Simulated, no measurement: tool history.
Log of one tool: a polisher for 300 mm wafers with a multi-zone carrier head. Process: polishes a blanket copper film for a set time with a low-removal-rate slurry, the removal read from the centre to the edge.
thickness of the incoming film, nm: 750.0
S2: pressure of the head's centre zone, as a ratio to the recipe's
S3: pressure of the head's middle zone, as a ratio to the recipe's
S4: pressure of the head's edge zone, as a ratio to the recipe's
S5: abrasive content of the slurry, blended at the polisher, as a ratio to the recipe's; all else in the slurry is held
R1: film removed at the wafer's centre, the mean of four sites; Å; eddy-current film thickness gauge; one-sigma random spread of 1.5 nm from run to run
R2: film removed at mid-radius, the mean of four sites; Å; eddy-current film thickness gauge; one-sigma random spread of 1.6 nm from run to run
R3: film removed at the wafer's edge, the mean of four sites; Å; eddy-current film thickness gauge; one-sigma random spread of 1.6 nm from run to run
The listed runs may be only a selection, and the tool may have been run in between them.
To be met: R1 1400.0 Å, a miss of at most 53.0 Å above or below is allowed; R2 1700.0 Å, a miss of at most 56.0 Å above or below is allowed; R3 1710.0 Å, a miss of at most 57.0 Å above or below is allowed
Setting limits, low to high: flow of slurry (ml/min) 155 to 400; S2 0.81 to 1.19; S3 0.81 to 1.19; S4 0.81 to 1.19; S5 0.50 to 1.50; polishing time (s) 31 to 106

{"run": 1, "day": 0.0, "flow of slurry (ml/min)": 255, "S2": 1.0, "S3": 1.0, "S4": 1.0, "S5": 1.0, "polishing time (s)": 68, "R1": 2233.1, "R2": 2287.2, "R3": 2210.6}
{"run": 2, "day": 0.367, "flow of slurry (ml/min)": 255, "S2": 1.0, "S3": 1.05, "S4": 1.0, "S5": 1.0, "polishing time (s)": 68, "R1": 2239.8, "R2": 2385.7, "R3": 2253.7}
{"run": 3, "day": 0.442, "flow of slurry (ml/min)": 245, "S2": 0.96, "S3": 1.03, "S4": 1.0, "S5": 0.9, "polishing time (s)": 66, "R1": 2030.5, "R2": 2194.2, "R3": 2120.8}
{"run": 4, "day": 0.779, "flow of slurry (ml/min)": 245, "S2": 0.99, "S3": 1.03, "S4": 1.0, "S5": 0.9, "polishing time (s)": 66, "R1": 2064.0, "R2": 2196.7, "R3": 2157.5}
{"run": 5, "day": 0.838, "flow of slurry (ml/min)": 240, "S2": 0.96, "S3": 1.02, "S4": 0.98, "S5": 0.8, "polishing time (s)": 65, "R1": 1891.2, "R2": 2068.1, "R3": 1969.6}
{"run": 6, "day": 1.15, "flow of slurry (ml/min)": 240, "S2": 0.96, "S3": 1.08, "S4": 0.98, "S5": 0.8, "polishing time (s)": 65, "R1": 1900.5, "R2": 2179.4, "R3": 1984.5}
{"run": 7, "day": 1.238, "flow of slurry (ml/min)": 195, "S2": 0.86, "S3": 0.98, "S4": 0.97, "S5": 0.55, "polishing time (s)": 60, "R1": 1301.1, "R2": 1525.9, "R3": 1519.1}
{"run": 8, "day": 1.35, "flow of slurry (ml/min)": 210, "S2": 0.86, "S3": 0.99, "S4": 0.99, "S5": 0.55, "polishing time (s)": 60, "R1": 1314.9, "R2": 1551.3, "R3": 1560.4}
{"run": 9, "day": 1.662, "flow of slurry (ml/min)": 280, "S2": 0.87, "S3": 1.05, "S4": 1.06, "S5": 0.6, "polishing time (s)": 60, "R1": 1477.0, "R2": 1780.3, "R3": 1718.9}
{"run": 10, "day": 1.996, "flow of slurry (ml/min)": 270, "S2": 0.87, "S3": 1.05, "S4": 1.07, "S5": 0.6, "polishing time (s)": 60, "R1": 1421.5, "R2": 1723.5, "R3": 1722.0}
{"run": 11, "day": 2.162, "flow of slurry (ml/min)": 265, "S2": 0.87, "S3": 1.05, "S4": 1.07, "S5": 0.6, "polishing time (s)": 60, "R1": 1446.8, "R2": 1750.9, "R3": 1728.5}

5 next moves are on the table. One of them brings every result within its allowed miss. Which?
{"run": "A", "day": 2.329, "flow of slurry (ml/min)": 310, "S2": 0.89, "S3": 1.08, "S4": 1.17, "S5": 0.6, "polishing time (s)": 56, "R1": "?", "R2": "?", "R3": "?"}
{"run": "B", "day": 2.329, "flow of slurry (ml/min)": 315, "S2": 0.88, "S3": 0.96, "S4": 0.93, "S5": 0.55, "polishing time (s)": 63, "R1": "?", "R2": "?", "R3": "?"}
{"run": "C", "day": 2.329, "flow of slurry (ml/min)": 340, "S2": 0.88, "S3": 1.02, "S4": 1.02, "S5": 0.55, "polishing time (s)": 63, "R1": "?", "R2": "?", "R3": "?"}
{"run": "D", "day": 2.329, "flow of slurry (ml/min)": 250, "S2": 0.81, "S3": 1.08, "S4": 1.04, "S5": 0.9, "polishing time (s)": 54, "R1": "?", "R2": "?", "R3": "?"}
{"run": "E", "day": 2.329, "flow of slurry (ml/min)": 255, "S2": 0.92, "S3": 1.04, "S4": 1.07, "S5": 0.55, "polishing time (s)": 63, "R1": "?", "R2": "?", "R3": "?"}

move=A R1=1374.3 R2=1699.8 R3=1699.9
move=B R1=1472.2 R2=1668.0 R3=1647.1
move=C R1=1484.1 R2=1767.5 R3=1729.1
move=D R1=1371.4 R2=1863.6 R3=1764.5
move=E R1=1500.5 R2=1744.6 R3=1730.9
A: every result lands within tolerance
B: puts the biggest miss on target and leaves a different result outside tolerance
C: its largest miss is bigger than the last run's
D: its largest miss is bigger than the last run's
E: puts the biggest miss on target and leaves a different result outside tolerance
A is the move that brings every result within its allowed miss.

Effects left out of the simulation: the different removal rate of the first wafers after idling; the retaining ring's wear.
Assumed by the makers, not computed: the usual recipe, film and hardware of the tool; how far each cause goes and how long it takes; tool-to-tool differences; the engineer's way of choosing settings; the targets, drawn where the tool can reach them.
